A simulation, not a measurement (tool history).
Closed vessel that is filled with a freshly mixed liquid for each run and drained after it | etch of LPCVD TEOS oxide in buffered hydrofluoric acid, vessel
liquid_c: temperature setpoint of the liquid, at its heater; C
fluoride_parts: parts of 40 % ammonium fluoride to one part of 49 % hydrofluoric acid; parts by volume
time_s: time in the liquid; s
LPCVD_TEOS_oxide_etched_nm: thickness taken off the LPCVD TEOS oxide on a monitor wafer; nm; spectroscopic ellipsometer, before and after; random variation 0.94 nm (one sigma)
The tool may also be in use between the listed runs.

{"run": 1, "hour": 0.0, "liquid_c": 21, "fluoride_parts": 23, "time_s": 30, "LPCVD_TEOS_oxide_etched_nm": 39.48}
{"run": 2, "hour": 6.9, "liquid_c": 19.5, "fluoride_parts": 23, "time_s": 30, "LPCVD_TEOS_oxide_etched_nm": 35.948}
{"run": 3, "hour": 14.2, "liquid_c": 20.5, "fluoride_parts": 21.5, "time_s": 30, "LPCVD_TEOS_oxide_etched_nm": 40.294}
{"run": 4, "hour": 17.2, "liquid_c": 20.5, "fluoride_parts": 21.5, "time_s": 30, "LPCVD_TEOS_oxide_etched_nm": 40.038}
{"run": 5, "hour": 17.8, "liquid_c": 21.5, "fluoride_parts": 20, "time_s": 30, "LPCVD_TEOS_oxide_etched_nm": 44.189}
{"run": 6, "hour": 23.5, "liquid_c": 22.5, "fluoride_parts": 18.5, "time_s": 30, "LPCVD_TEOS_oxide_etched_nm": 50.88}
{"run": 7, "hour": 24.1, "liquid_c": 23.5, "fluoride_parts": 17.5, "time_s": 30, "LPCVD_TEOS_oxide_etched_nm": 56.758}

The next listed run, before its measurement:
{"run": 8, "hour": 27.2, "liquid_c": 24, "fluoride_parts": 17, "time_s": 30, "LPCVD_TEOS_oxide_etched_nm": "?"}

Run 8 gave LPCVD_TEOS_oxide_etched_nm 59.442 nm.
